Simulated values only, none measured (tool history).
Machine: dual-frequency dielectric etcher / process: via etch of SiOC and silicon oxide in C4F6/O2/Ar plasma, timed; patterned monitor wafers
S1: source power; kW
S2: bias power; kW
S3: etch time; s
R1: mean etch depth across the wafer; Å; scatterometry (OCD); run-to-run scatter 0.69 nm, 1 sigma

run,day,S1,S2,S3,R1
1,0,0.34,0.195,109.5,1181.5
2,0.133,0.33,0.194,109.5,1169.4
3,0.233,0.32,0.193,109.5,1159.6
4,0.262,0.34,0.193,109.5,1185.8
5,0.433,0.37,0.193,109.5,1219.3
6,0.562,0.37,0.193,114,1272.8
7,0.708,0.36,0.188,114,1250.9
8,0.921,0.35,0.185,114,1216.6
9,1.025,0.35,0.185,114,1231.4

The next listed run, before its measurement:
10,1.088,0.34,0.183,114,?

Run 10 came out at R1 1196.5 Å.
